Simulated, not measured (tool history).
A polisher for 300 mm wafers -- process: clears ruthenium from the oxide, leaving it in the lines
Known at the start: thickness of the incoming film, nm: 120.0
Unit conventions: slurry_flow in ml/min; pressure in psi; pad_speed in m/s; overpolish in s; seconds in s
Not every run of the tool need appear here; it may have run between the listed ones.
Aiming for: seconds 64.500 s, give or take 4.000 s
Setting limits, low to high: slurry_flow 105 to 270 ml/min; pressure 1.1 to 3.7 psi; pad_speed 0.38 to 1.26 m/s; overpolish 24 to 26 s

{"run": 1, "hour": 0.0, "slurry_flow": 175, "pressure": 2.4, "pad_speed": 0.82, "overpolish": 24, "seconds": 104.17}
{"run": 2, "hour": 8.2, "slurry_flow": 175, "pressure": 2.1, "pad_speed": 0.82, "overpolish": 24, "seconds": 117.25}
{"run": 3, "hour": 16.1, "slurry_flow": 215, "pressure": 2.1, "pad_speed": 0.82, "overpolish": 24, "seconds": 114.52}
{"run": 4, "hour": 18.7, "slurry_flow": 215, "pressure": 2.4, "pad_speed": 0.84, "overpolish": 24, "seconds": 95.917}
{"run": 5, "hour": 26.3, "slurry_flow": 215, "pressure": 2.4, "pad_speed": 0.84, "overpolish": 24, "seconds": 99.728}
{"run": 6, "hour": 31.9, "slurry_flow": 215, "pressure": 2.6, "pad_speed": 0.86, "overpolish": 24, "seconds": 88.922}
{"run": 7, "hour": 40.7, "slurry_flow": 215, "pressure": 2.8, "pad_speed": 0.88, "overpolish": 24, "seconds": 79.688}
{"run": 8, "hour": 44.3, "slurry_flow": 215, "pressure": 2.9, "pad_speed": 0.88, "overpolish": 24, "seconds": 76.389}
{"run": 9, "hour": 48.3, "slurry_flow": 215, "pressure": 2.9, "pad_speed": 0.88, "overpolish": 24, "seconds": 76.554}
{"run": 10, "hour": 55.1, "slurry_flow": 215, "pressure": 3.0, "pad_speed": 0.88, "overpolish": 24, "seconds": 75.961}

Next run, 5 choices. One meets every target within its allowed miss, the rest don't. Which?
{"run": "A", "hour": 61.9, "slurry_flow": 245, "pressure": 3.3, "pad_speed": 0.92, "overpolish": 24, "seconds": "?"}
{"run": "B", "hour": 61.9, "slurry_flow": 230, "pressure": 3.3, "pad_speed": 0.7, "overpolish": 24, "seconds": "?"}
{"run": "C", "hour": 61.9, "slurry_flow": 195, "pressure": 3.6, "pad_speed": 1.06, "overpolish": 24, "seconds": "?"}
{"run": "D", "hour": 61.9, "slurry_flow": 165, "pressure": 3.3, "pad_speed": 1.12, "overpolish": 24, "seconds": "?"}
{"run": "E", "hour": 61.9, "slurry_flow": 270, "pressure": 3.5, "pad_speed": 1.0, "overpolish": 26, "seconds": "?"}

move=A seconds=63.551
move=B seconds=81.050
move=C seconds=52.530
move=D seconds=55.332
move=E seconds=55.246
A: hits every target within its allowed miss
B: moves away from the targets compared with the last run
C: carries the result that was furthest off beyond its target, to the other side
D: carries the result that was furthest off beyond its target, to the other side
E: carries the result that was furthest off beyond its target, to the other side
So the answer is move A, the one that meets all the targets.
